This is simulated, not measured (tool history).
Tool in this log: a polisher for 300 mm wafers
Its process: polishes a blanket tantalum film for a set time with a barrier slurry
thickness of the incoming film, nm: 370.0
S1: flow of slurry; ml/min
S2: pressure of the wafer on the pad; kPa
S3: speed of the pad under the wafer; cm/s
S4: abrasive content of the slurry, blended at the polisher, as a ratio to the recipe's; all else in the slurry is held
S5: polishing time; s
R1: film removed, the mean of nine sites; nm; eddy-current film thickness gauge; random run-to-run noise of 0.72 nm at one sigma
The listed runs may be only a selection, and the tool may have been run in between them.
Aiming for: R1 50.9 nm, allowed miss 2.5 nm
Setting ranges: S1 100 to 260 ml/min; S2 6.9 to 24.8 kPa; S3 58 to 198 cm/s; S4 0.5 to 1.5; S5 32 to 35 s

| run | hour | S1 | S2 | S3 | S4 | S5 | R1 |
|---|---|---|---|---|---|---|---|
| 1 | 0 | 165 | 15.9 | 128 | 1 | 35 | 103.62 |
| 2 | 8.9 | 165 | 15.9 | 128 | 1 | 32 | 95.886 |
| 3 | 13.5 | 165 | 13.8 | 126 | 1 | 32 | 83.39 |
| 4 | 22.2 | 165 | 12.4 | 124 | 1 | 32 | 74.042 |
| 5 | 26.4 | 165 | 11 | 124 | 1 | 32 | 65.809 |
| 6 | 34 | 165 | 10.3 | 124 | 1 | 32 | 61.769 |
| 7 | 39.3 | 165 | 9.7 | 124 | 1 | 32 | 57.399 |
| 8 | 39.9 | 165 | 9 | 124 | 1 | 32 | 53.762 |

4 next moves are on the table. One of them brings every result within its allowed miss. Which?
| A | 40.5 | 145 | 7.6 | 140 | 1.25 | 35 | ? |
| B | 40.5 | 115 | 10.3 | 112 | 1.1 | 34 | ? |
| C | 40.5 | 155 | 8.3 | 134 | 0.8 | 32 | ? |
| D | 40.5 | 165 | 9.7 | 126 | 1 | 32 | ? |

| move | R1 |
|---|---|
| A | 58.141 |
| B | 56.193 |
| C | 50.299 |
| D | 58.691 |
A: misses by more than the last run did
B: misses by more than the last run did
C: each result inside its tolerance
D: misses by more than the last run did
C is the move that brings every result within its allowed miss.

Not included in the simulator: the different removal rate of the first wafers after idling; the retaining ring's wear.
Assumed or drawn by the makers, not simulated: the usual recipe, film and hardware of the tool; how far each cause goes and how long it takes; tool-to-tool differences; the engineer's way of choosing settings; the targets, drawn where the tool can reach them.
